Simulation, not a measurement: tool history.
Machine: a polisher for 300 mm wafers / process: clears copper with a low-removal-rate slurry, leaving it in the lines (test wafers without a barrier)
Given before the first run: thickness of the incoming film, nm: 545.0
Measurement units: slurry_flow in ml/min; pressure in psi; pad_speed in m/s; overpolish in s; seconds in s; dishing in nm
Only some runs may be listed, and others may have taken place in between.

{"run": 1, "hour": 0.0, "slurry_flow": 240, "pressure": 3.7, "pad_speed": 1.1, "slurry_solids": 1, "overpolish": 8, "seconds": 115.69, "dishing": 27.355}
{"run": 2, "hour": 1.3, "slurry_flow": 240, "pressure": 3.7, "pad_speed": 1.32, "slurry_solids": 1, "overpolish": 8, "seconds": 95.725, "dishing": 31.232}
{"run": 3, "hour": 7.6, "slurry_flow": 240, "pressure": 4.2, "pad_speed": 1.32, "slurry_solids": 1, "overpolish": 8, "seconds": 87.494, "dishing": 34.06}
{"run": 4, "hour": 16.5, "slurry_flow": 240, "pressure": 4.2, "pad_speed": 1.16, "slurry_solids": 1, "overpolish": 8, "seconds": 97.028, "dishing": 30.295}
{"run": 5, "hour": 20.7, "slurry_flow": 240, "pressure": 3.7, "pad_speed": 1.14, "slurry_solids": 1, "overpolish": 8, "seconds": 110.24, "dishing": 28.093}
{"run": 6, "hour": 27.5, "slurry_flow": 240, "pressure": 4.2, "pad_speed": 1.14, "slurry_solids": 1, "overpolish": 8, "seconds": 99.801, "dishing": 30.041}
{"run": 7, "hour": 33.3, "slurry_flow": 240, "pressure": 3.7, "pad_speed": 1.12, "slurry_solids": 1, "overpolish": 8, "seconds": 109.83, "dishing": 27.746}
{"run": 8, "hour": 40.7, "slurry_flow": 235, "pressure": 2.7, "pad_speed": 1, "slurry_solids": 1, "overpolish": 8, "seconds": 160.12, "dishing": 19.466}

Run 9 is up next; what results do you expect?
{"run": 9, "hour": 47.8, "slurry_flow": 235, "pressure": 2.6, "pad_speed": 1, "slurry_solids": 1, "overpolish": 8, "seconds": "?", "dishing": "?"}

seconds: 165.87 s
dishing: 19.387 nm

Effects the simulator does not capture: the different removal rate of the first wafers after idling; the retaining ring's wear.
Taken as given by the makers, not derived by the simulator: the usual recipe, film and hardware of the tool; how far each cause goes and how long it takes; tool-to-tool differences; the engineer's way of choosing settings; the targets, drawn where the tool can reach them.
